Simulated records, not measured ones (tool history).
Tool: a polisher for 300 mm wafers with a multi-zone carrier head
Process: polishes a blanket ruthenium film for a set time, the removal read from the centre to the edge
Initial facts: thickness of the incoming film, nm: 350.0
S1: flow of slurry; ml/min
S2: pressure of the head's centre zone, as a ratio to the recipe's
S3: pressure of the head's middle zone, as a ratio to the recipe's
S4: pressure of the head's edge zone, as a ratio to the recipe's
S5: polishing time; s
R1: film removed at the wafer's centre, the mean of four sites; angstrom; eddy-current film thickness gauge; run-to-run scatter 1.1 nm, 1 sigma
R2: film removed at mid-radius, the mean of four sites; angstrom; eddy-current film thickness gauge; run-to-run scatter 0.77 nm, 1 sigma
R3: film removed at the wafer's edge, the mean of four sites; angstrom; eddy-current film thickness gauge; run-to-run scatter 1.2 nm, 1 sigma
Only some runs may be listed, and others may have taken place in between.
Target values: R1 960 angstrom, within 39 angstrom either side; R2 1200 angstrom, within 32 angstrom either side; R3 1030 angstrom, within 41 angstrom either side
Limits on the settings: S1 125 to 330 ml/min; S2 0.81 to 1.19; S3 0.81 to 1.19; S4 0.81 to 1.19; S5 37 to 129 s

{"run": 1, "hour": 0.0, "S1": 210, "S2": 1, "S3": 1, "S4": 1, "S5": 83, "R1": 902.75, "R2": 929.03, "R3": 904.04}
{"run": 2, "hour": 5.4, "S1": 225, "S2": 0.99, "S3": 1.04, "S4": 1.02, "S5": 84, "R1": 911.28, "R2": 967.28, "R3": 927.23}
{"run": 3, "hour": 9.8, "S1": 225, "S2": 0.99, "S3": 1.04, "S4": 0.98, "S5": 84, "R1": 921.04, "R2": 972.71, "R3": 920.89}
{"run": 4, "hour": 16.8, "S1": 225, "S2": 0.99, "S3": 0.96, "S4": 0.98, "S5": 84, "R1": 908.86, "R2": 918.87, "R3": 916.57}
{"run": 5, "hour": 21.7, "S1": 225, "S2": 0.99, "S3": 0.96, "S4": 0.98, "S5": 96, "R1": 1042, "R2": 1054.1, "R3": 1052.3}
{"run": 6, "hour": 28.9, "S1": 225, "S2": 0.99, "S3": 0.96, "S4": 1.03, "S5": 96, "R1": 1047.7, "R2": 1054.5, "R3": 1077.6}
{"run": 7, "hour": 32.2, "S1": 230, "S2": 0.97, "S3": 1, "S4": 1.01, "S5": 96, "R1": 1013, "R2": 1084.2, "R3": 1049.3}
{"run": 8, "hour": 36.3, "S1": 265, "S2": 0.91, "S3": 1.1, "S4": 1, "S5": 97, "R1": 996.71, "R2": 1167.3, "R3": 1077.5}

Which single option among these 5 for the next run brings every result within its allowed miss of target? Just one does.
{"run": "A", "hour": 40.4, "S1": 265, "S2": 0.95, "S3": 0.98, "S4": 1.04, "S5": 100, "R1": "?", "R2": "?", "R3": "?"}
{"run": "B", "hour": 40.4, "S1": 330, "S2": 0.96, "S3": 0.97, "S4": 1.02, "S5": 96, "R1": "?", "R2": "?", "R3": "?"}
{"run": "C", "hour": 40.4, "S1": 265, "S2": 0.82, "S3": 1.13, "S4": 1.04, "S5": 98, "R1": "?", "R2": "?", "R3": "?"}
{"run": "D", "hour": 40.4, "S1": 295, "S2": 0.88, "S3": 1.06, "S4": 0.95, "S5": 96, "R1": "?", "R2": "?", "R3": "?"}
{"run": "E", "hour": 40.4, "S1": 280, "S2": 0.92, "S3": 1.19, "S4": 1, "S5": 93, "R1": "?", "R2": "?", "R3": "?"}

move=A R1=1048.4 R2=1123.1 R3=1131.6
move=B R1=1039.9 R2=1093.5 R3=1092.6
move=C R1=886.35 R2=1197.3 R3=1107.4
move=D R1=942.64 R2=1140.3 R3=1047.3
move=E R1=950.53 R2=1178.2 R3=1034.6
A: lands further from the targets than the last run did
B: lands further from the targets than the last run did
C: lands further from the targets than the last run did
D: brings the result that was furthest off to its target, and leaves another outside
E: every result lands within tolerance
Correct choice: E, which meets every target
